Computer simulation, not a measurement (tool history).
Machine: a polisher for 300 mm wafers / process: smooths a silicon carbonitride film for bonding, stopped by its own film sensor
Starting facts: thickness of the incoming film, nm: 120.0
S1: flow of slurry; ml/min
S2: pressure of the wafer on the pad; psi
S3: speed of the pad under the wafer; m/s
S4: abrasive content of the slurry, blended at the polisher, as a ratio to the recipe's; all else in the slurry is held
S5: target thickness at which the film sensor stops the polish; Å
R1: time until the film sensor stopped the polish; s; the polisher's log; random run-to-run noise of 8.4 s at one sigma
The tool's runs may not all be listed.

Run 1, day 0: S1 235 ml/min, S2 2.3 psi, S3 0.7 m/s, S4 1, S5 880 Å. Result: R1 180.92 s.
Run 2, day 0.225: S1 195 ml/min, S2 2.3 psi, S3 0.7 m/s, S4 1, S5 880 Å. Result: R1 182.74 s.
Run 3, day 0.329: S1 195 ml/min, S2 2.6 psi, S3 0.7 m/s, S4 1, S5 880 Å. Result: R1 165.81 s.
Run 4, day 0.396: S1 195 ml/min, S2 2.3 psi, S3 0.62 m/s, S4 0.95, S5 880 Å. Result: R1 210.25 s.
Run 5, day 0.512: S1 195 ml/min, S2 2.3 psi, S3 0.62 m/s, S4 0.95, S5 880 Å. Result: R1 203.97 s.
At day 0.825: head pressure recalibrated.
Run 6, day 0.825: S1 195 ml/min, S2 2.3 psi, S3 0.62 m/s, S4 1.15, S5 880 Å. Result: R1 170.58 s.

Predict the results of run 7:
Run 7, day 0.921: S1 195 ml/min, S2 2 psi, S3 0.54 m/s, S4 1.1, S5 880 Å. Result: R1 ?.

R1: 217.54 s
